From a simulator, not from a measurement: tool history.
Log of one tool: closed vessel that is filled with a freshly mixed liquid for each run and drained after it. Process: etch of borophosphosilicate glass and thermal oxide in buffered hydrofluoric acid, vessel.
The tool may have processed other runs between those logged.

run,hour,temperature setpoint of the liquid (K),parts of 40 % ammonium fluoride to one part of 49 % hydrofluoric acid (parts by volume),time in the liquid (s),thickness taken off the borophosphosilicate glass on a monitor wafer (angstrom),thickness taken off the thermal oxide on a monitor wafer (angstrom)
1,0.0,294.15,8.5,60,1291.60,780.23
2,6.1,292.65,8.5,60,1188.60,727.47
3,13.8,294.15,8.5,60,1294.60,783.25
4,20.8,294.15,9.5,60,1180.40,724.78
5,24.2,292.15,9.5,60,1060.40,645.18
6,27.4,292.15,8.0,60,1244.30,756.56
7,29.2,291.65,9.5,60,1027.80,621.63
8,35.4,291.15,10.5,60,916.04,558.13

Predict the results of run 9:
9,43.0,290.65,11.5,60,?,?

thickness taken off the borophosphosilicate glass on a monitor wafer (angstrom): 818.97
thickness taken off the thermal oxide on a monitor wafer (angstrom): 504.61
